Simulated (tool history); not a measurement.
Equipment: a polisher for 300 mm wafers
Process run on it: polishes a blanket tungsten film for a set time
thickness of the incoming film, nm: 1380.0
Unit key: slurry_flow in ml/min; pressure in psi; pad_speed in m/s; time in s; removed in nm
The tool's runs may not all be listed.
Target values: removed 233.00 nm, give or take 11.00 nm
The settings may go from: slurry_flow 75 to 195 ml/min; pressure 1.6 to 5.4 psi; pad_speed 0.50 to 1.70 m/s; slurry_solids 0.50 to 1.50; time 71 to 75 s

{"run": 1, "hour": 0.0, "slurry_flow": 125, "pressure": 3.5, "pad_speed": 1.1, "slurry_solids": 1.0, "time": 71, "removed": 334.2}
{"run": 2, "hour": 2.1, "slurry_flow": 125, "pressure": 3.5, "pad_speed": 1.1, "slurry_solids": 1.05, "time": 71, "removed": 345.01}
{"run": 3, "hour": 4.8, "slurry_flow": 125, "pressure": 3.1, "pad_speed": 1.1, "slurry_solids": 1.05, "time": 71, "removed": 307.93}
{"run": 4, "hour": 11.2, "slurry_flow": 125, "pressure": 2.9, "pad_speed": 1.1, "slurry_solids": 1.05, "time": 71, "removed": 287.07}
{"run": 5, "hour": 14.6, "slurry_flow": 125, "pressure": 2.8, "pad_speed": 1.1, "slurry_solids": 1.05, "time": 71, "removed": 276.73}
{"run": 6, "hour": 20.2, "slurry_flow": 125, "pressure": 2.7, "pad_speed": 1.1, "slurry_solids": 1.05, "time": 71, "removed": 273.32}
{"run": 7, "hour": 21.4, "slurry_flow": 125, "pressure": 2.6, "pad_speed": 1.1, "slurry_solids": 1.05, "time": 71, "removed": 257.57}
{"run": 8, "hour": 22.9, "slurry_flow": 125, "pressure": 2.5, "pad_speed": 1.1, "slurry_solids": 1.05, "time": 71, "removed": 248.41}
{"run": 9, "hour": 23.7, "slurry_flow": 125, "pressure": 2.5, "pad_speed": 1.1, "slurry_solids": 1.05, "time": 71, "removed": 250.46}

Below are 5 possible settings for the next run. Only one of them brings all results inside the allowed miss of their targets. Which is it?
{"run": "A", "hour": 24.5, "slurry_flow": 120, "pressure": 2.4, "pad_speed": 1.24, "slurry_solids": 0.9, "time": 75, "removed": "?"}
{"run": "B", "hour": 24.5, "slurry_flow": 140, "pressure": 2.1, "pad_speed": 1.18, "slurry_solids": 1.1, "time": 71, "removed": "?"}
{"run": "C", "hour": 24.5, "slurry_flow": 115, "pressure": 3.0, "pad_speed": 1.02, "slurry_solids": 1.1, "time": 71, "removed": "?"}
{"run": "D", "hour": 24.5, "slurry_flow": 175, "pressure": 3.4, "pad_speed": 0.78, "slurry_solids": 1.35, "time": 75, "removed": "?"}
{"run": "E", "hour": 24.5, "slurry_flow": 135, "pressure": 2.9, "pad_speed": 1.06, "slurry_solids": 1.3, "time": 73, "removed": "?"}

move=A removed=271.57
move=B removed=234.48
move=C removed=274.37
move=D removed=289.02
move=E removed=306.48
A: its largest miss is bigger than the last run's
B: meets every target
C: its largest miss is bigger than the last run's
D: its largest miss is bigger than the last run's
E: its largest miss is bigger than the last run's
So the answer is move B, the one that meets all the targets.
